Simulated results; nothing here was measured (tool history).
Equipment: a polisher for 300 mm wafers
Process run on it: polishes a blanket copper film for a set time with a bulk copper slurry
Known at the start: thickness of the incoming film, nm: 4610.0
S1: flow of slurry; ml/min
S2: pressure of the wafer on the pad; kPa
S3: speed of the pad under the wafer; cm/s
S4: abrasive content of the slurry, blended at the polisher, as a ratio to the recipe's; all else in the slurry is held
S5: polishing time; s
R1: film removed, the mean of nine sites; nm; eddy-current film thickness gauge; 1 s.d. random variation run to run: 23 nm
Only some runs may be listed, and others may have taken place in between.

run 1 hour=0 | S1=275 S2=17.9 S3=118 S4=1 S5=88 | R1=797.75
run 2 hour=4.9 | S1=335 S2=17.9 S3=118 S4=1 S5=88 | R1=809.54
run 3 hour=6.4 | S1=385 S2=17.9 S3=118 S4=1 S5=88 | R1=810.1
run 4 hour=14.8 | S1=385 S2=22.1 S3=118 S4=1 S5=88 | R1=1014.2
run 5 hour=23 | S1=385 S2=22.8 S3=120 S4=1 S5=88 | R1=1021.9
run 6 hour=24.4 | S1=385 S2=23.4 S3=124 S4=1 S5=88 | R1=1092.4

Estimate the outcome of run 7 from the log above:
run 7 hour=30.4 | S1=385 S2=23.4 S3=124 S4=1 S5=88 | R1=?

Run 7 yielded R1 1093.3 nm.
